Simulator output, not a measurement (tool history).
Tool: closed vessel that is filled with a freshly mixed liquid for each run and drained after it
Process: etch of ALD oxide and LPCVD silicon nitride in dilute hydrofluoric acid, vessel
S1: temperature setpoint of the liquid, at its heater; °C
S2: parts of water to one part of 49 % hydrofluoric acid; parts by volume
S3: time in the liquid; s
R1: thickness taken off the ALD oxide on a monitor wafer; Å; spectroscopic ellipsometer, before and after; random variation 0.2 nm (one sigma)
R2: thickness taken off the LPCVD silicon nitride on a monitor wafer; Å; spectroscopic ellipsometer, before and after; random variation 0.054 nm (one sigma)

| run | hour | S1 | S2 | S3 | R1 | R2 |
|---|---|---|---|---|---|---|
| 1 | 0.0 | 24.0 | 125 | 165 | 150.73 | 7.2851 |
| 2 | 3.6 | 26.5 | 125 | 165 | 166.42 | 8.3867 |
| 3 | 9.4 | 27.5 | 125 | 165 | 174.09 | 9.3412 |
| 4 | 18.7 | 28.0 | 120 | 165 | 183.35 | 9.5665 |
| 5 | 25.5 | 28.5 | 120 | 165 | 188.74 | 9.7606 |
| 6 | 27.6 | 29.0 | 120 | 165 | 187.94 | 10.3570 |
| 7 | 29.5 | 29.0 | 115 | 165 | 200.80 | 10.6510 |

Forecast run 8:
| 8 | 31.8 | 29.5 | 115 | 165 | ? | ? |

Run 8 gave R1 204.11 Å, R2 12.2030 Å.
